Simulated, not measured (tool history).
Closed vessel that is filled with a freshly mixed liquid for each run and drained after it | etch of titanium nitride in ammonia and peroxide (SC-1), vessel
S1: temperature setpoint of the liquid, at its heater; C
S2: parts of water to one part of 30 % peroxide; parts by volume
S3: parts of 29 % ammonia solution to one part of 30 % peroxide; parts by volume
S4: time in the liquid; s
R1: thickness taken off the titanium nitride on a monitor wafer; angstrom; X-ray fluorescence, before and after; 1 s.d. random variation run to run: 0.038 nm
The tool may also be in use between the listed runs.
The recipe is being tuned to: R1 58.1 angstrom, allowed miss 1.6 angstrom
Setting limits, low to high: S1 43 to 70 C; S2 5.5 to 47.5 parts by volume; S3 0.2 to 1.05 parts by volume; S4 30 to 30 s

run,hour,S1,S2,S3,S4,R1
1,0,59,26.5,0.55,30,40.269
2,5.8,59,26.5,0.55,30,41.071
3,11.3,59,21.5,0.55,30,46.247
4,13.8,59,21.5,0.55,30,45.474
5,17.7,59,21.5,0.75,30,48.504
6,20.1,59,21.5,0.75,30,48.506
7,26.6,59.5,21.5,0.75,30,49.984
8,30.4,60,21.5,0.75,30,51.665
9,31.8,60.5,21.5,0.75,30,53.755
10,37.7,61,21.5,0.75,30,55.108

4 candidate next runs follow, results not yet known. Just one meets every target within its allowed miss. Identify it.
A,43.6,60,19.5,0.75,30,?
B,43.6,64,29,0.8,30,?
C,43.6,60.5,21,0.75,30,?
D,43.6,60.5,23.5,0.95,30,?

move,R1
A,54.451
B,57.205
C,54.007
D,52.937
A: further off than the last run
B: hits every target within its allowed miss
C: further off than the last run
D: further off than the last run
So the answer is move B, the one that meets all the targets.
